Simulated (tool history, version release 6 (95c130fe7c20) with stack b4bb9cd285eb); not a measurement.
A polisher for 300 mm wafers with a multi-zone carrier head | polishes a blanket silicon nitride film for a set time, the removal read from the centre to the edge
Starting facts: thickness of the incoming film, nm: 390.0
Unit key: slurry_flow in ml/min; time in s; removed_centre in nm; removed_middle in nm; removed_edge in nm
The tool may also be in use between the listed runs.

run  hour  slurry_flow  centre_zone  middle_zone  edge_zone  time  removed_centre  removed_middle  removed_edge
  1     0          130            1            1          1    58          120.37             119        116.82
  2   5.1          125         0.97         0.99       0.97    56           110.3          113.14        110.13
  3  10.2          125         0.97         0.99       1.06    56          113.19          113.53        116.18
  4  14.6          125         0.97         0.99       1.06    64          127.84          128.25        132.67
  5  20.7          120         0.95         0.98       1.02    61          116.32          119.19        122.09
  6  27.2          120         0.95         0.98       1.02    72          138.37          142.72         146.2

Run 7 comes next. What will it give?
  7  30.2           90         0.85         0.97       0.92    56               ?               ?             ?

Run 7 measured removed_centre 85.751 nm, removed_middle 100.13 nm, removed_edge 100.72 nm.
